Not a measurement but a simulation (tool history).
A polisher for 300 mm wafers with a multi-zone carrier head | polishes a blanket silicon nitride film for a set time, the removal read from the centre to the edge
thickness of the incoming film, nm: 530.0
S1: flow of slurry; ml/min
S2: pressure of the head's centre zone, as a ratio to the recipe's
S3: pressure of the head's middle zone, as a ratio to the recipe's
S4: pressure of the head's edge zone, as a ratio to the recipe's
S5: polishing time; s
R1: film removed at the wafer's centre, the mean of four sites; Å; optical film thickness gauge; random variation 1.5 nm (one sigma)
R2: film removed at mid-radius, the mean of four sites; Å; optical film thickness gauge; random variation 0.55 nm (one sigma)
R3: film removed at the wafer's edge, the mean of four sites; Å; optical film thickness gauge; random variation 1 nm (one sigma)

{"run": 1, "hour": 0.0, "S1": 225, "S2": 1.0, "S3": 1.0, "S4": 1.0, "S5": 49, "R1": 847.57, "R2": 716.7, "R3": 724.08}
{"run": 2, "hour": 1.4, "S1": 225, "S2": 1.0, "S3": 1.0, "S4": 1.07, "S5": 49, "R1": 845.07, "R2": 724.96, "R3": 775.52}
{"run": 3, "hour": 5.5, "S1": 235, "S2": 1.01, "S3": 1.02, "S4": 1.09, "S5": 49, "R1": 850.91, "R2": 736.71, "R3": 770.6}
{"run": 4, "hour": 9.1, "S1": 235, "S2": 1.02, "S3": 1.03, "S4": 1.1, "S5": 50, "R1": 874.72, "R2": 767.09, "R3": 795.09}
{"run": 5, "hour": 17.1, "S1": 275, "S2": 1.02, "S3": 1.03, "S4": 1.1, "S5": 50, "R1": 883.62, "R2": 775.12, "R3": 805.68}
{"hour": 19.0, "done": "centre zone pressure recalibrated"}
{"run": 6, "hour": 19.0, "S1": 275, "S2": 1.02, "S3": 0.95, "S4": 1.1, "S5": 50, "R1": 820.38, "R2": 726.06, "R3": 799.88}
{"run": 7, "hour": 24.7, "S1": 275, "S2": 1.02, "S3": 0.97, "S4": 1.11, "S5": 51, "R1": 842.16, "R2": 758.73, "R3": 818.21}
{"run": 8, "hour": 26.2, "S1": 275, "S2": 1.03, "S3": 0.99, "S4": 1.12, "S5": 52, "R1": 871.89, "R2": 773.79, "R3": 855.99}
{"run": 9, "hour": 34.1, "S1": 275, "S2": 1.03, "S3": 1.01, "S4": 1.12, "S5": 52, "R1": 846.89, "R2": 792.63, "R3": 818.5}
{"run": 10, "hour": 37.9, "S1": 260, "S2": 1.04, "S3": 1.01, "S4": 1.11, "S5": 53, "R1": 856.2, "R2": 795.15, "R3": 854.81}

The next listed run, before its measurement:
{"run": 11, "hour": 39.0, "S1": 260, "S2": 1.04, "S3": 1.01, "S4": 1.11, "S5": 53, "R1": "?", "R2": "?", "R3": "?"}

Run 11 gave R1 865.48 Å, R2 811.42 Å, R3 861.05 Å.

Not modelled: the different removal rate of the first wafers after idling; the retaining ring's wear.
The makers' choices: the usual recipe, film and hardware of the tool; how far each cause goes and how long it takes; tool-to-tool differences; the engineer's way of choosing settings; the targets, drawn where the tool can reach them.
